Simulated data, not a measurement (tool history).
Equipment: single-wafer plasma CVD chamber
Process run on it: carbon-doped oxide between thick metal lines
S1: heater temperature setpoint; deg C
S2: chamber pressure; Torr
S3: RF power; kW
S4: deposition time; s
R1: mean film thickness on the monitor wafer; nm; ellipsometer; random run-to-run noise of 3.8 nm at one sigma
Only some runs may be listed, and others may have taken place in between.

run,hour,S1,S2,S3,S4,R1
1,0.0,370,6.29,0.610,193,1008.30
2,1.0,370,6.29,0.610,193,1018.80
3,5.7,364,6.29,0.610,193,1022.10
4,8.8,364,6.29,0.665,193,1060.70
5,17.1,364,6.29,0.585,193,1007.70
6,23.6,365,5.98,0.555,192,978.29
7,30.5,366,5.89,0.530,191,957.24

What will run 8 give?
8,37.8,367,5.83,0.510,191,?

Run 8 measured R1 935.29 nm.
